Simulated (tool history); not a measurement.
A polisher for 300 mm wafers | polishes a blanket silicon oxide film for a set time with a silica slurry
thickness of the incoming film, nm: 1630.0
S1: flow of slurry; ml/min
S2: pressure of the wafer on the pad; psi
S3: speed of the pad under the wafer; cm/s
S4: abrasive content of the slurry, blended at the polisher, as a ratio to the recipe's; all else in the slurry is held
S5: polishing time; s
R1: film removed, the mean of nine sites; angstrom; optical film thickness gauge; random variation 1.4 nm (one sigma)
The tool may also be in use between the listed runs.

run	hour	S1	S2	S3	S4	S5	R1
1	0	305	3.8	94	1	60	1329.7
2	1.1	305	3.5	94	1	60	1192.2
3	8.7	305	3.5	106	1	60	1303.6
4	9.8	305	3.5	106	1	54	1184.2
5	11.8	240	3.5	106	1	54	1176.4
6	20	240	3.5	106	1.1	54	1202.7
7	22	240	3.4	106	1.1	54	1166.5
8	28	240	3.3	106	1.1	54	1120.3

The next listed run, before its measurement:
9	36	240	3.2	106	1.1	54	?

{"run 9": {"R1": 1084}}
